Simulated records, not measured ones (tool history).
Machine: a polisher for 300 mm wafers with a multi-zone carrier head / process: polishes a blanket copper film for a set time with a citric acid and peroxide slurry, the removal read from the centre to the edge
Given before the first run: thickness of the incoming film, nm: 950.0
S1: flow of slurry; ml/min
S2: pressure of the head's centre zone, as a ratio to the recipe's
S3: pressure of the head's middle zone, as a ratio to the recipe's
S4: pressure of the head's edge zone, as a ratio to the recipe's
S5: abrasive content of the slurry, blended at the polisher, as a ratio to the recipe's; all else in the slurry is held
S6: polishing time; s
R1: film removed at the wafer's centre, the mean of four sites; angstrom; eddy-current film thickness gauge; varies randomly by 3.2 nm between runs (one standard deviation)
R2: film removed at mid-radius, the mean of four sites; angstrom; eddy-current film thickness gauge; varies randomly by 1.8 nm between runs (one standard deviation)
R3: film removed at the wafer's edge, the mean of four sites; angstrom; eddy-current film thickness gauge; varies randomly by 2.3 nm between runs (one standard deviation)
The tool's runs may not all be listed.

| run | hour | S1 | S2 | S3 | S4 | S5 | S6 | R1 | R2 | R3 |
|---|---|---|---|---|---|---|---|---|---|---|
| 1 | 0.0 | 290 | 1.00 | 1.00 | 1.00 | 1.00 | 49 | 1659.5 | 1704.2 | 1668.0 |
| 2 | 4.7 | 290 | 1.00 | 1.00 | 1.00 | 1.10 | 49 | 1731.8 | 1719.3 | 1673.1 |
| 3 | 10.6 | 350 | 1.00 | 1.00 | 1.00 | 1.10 | 49 | 1712.0 | 1744.8 | 1688.2 |
| 4 | 19.5 | 355 | 0.99 | 1.04 | 1.00 | 1.20 | 52 | 1824.9 | 1952.9 | 1837.1 |
| 5 | 28.2 | 355 | 1.00 | 1.08 | 0.99 | 1.25 | 54 | 1952.4 | 2125.2 | 1878.1 |
| 6 | 36.9 | 355 | 1.00 | 1.08 | 0.99 | 1.25 | 60 | 2095.4 | 2366.8 | 2117.4 |
| 7 | 45.8 | 355 | 1.01 | 1.10 | 1.00 | 1.30 | 60 | 2219.4 | 2401.5 | 2144.5 |
| 8 | 47.7 | 360 | 1.00 | 1.12 | 1.00 | 1.35 | 60 | 2207.0 | 2458.2 | 2180.7 |
| 9 | 54.9 | 365 | 1.00 | 1.14 | 0.99 | 1.40 | 60 | 2161.7 | 2492.3 | 2181.4 |
| 10 | 59.5 | 370 | 1.01 | 1.15 | 0.98 | 1.40 | 61 | 2247.9 | 2564.7 | 2163.3 |
| 11 | 64.0 | 375 | 1.01 | 1.16 | 0.98 | 1.40 | 61 | 2274.9 | 2607.4 | 2223.9 |
| 12 | 68.3 | 380 | 1.01 | 1.17 | 0.97 | 1.40 | 61 | 2300.9 | 2615.5 | 2145.5 |
| 13 | 73.6 | 385 | 1.01 | 1.18 | 0.97 | 1.40 | 61 | 2267.7 | 2634.3 | 2211.9 |

Forecast run 14:
| 14 | 79.3 | 385 | 1.01 | 1.18 | 0.96 | 1.40 | 61 | ? | ? | ? |

Run 14 measured R1 2296.7 angstrom, R2 2633.4 angstrom, R3 2161.4 angstrom.

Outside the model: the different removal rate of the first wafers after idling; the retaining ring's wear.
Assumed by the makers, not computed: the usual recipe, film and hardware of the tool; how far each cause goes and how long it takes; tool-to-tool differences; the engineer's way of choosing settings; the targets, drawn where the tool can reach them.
